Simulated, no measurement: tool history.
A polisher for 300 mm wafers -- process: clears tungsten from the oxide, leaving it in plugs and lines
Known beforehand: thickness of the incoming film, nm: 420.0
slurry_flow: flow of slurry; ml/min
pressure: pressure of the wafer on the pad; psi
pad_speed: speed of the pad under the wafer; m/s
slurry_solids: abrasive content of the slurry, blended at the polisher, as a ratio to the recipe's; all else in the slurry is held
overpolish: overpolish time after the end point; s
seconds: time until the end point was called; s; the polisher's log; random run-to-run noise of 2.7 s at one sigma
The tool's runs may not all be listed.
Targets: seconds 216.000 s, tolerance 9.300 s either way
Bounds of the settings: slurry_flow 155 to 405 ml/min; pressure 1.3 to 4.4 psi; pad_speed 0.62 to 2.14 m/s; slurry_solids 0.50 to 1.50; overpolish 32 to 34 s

run  hour  slurry_flow  pressure  pad_speed  slurry_solids  overpolish  seconds
  1   0.0          260       2.8       1.38           1.00          32  103.650
  2   7.0          260       3.1       1.38           1.00          32   95.672
  3  10.1          260       2.7       1.30           1.00          32  115.720
  4  16.7          260       2.4       1.26           1.00          32  134.770
  5  19.4          260       2.2       1.24           1.00          32  147.540
  6  24.2          260       2.2       1.38           1.00          32  132.930
  7  27.1          260       2.0       1.34           1.00          32  151.300
  8  31.4          260       1.8       1.32           1.00          32  167.400
  9  40.2          260       1.8       1.32           1.00          32  169.760
 10  44.1          260       1.7       1.32           1.00          32  178.950
 11  46.6          260       1.6       1.32           1.00          32  192.060
 12  50.2          260       1.5       1.32           1.00          32  198.450

5 next moves are on the table. One of them brings every result within its allowed miss. Which?
  A  53.8          210       1.7       1.42           1.00          32        ?
  B  53.8          290       1.8       1.24           1.15          32        ?
  C  53.8          235       2.0       1.26           0.75          32        ?
  D  53.8          225       1.4       1.22           1.00          34        ?
  E  53.8          305       2.2       1.08           0.55          34        ?

move  seconds
   A  170.740
   B  169.640
   C  180.540
   D  235.720
   E  214.670
A: moves away from the targets compared with the last run
B: moves away from the targets compared with the last run
C: moves away from the targets compared with the last run
D: pushes the last run's worst result past its target
E: all results land within tolerance of their targets
Move E is the one to make.
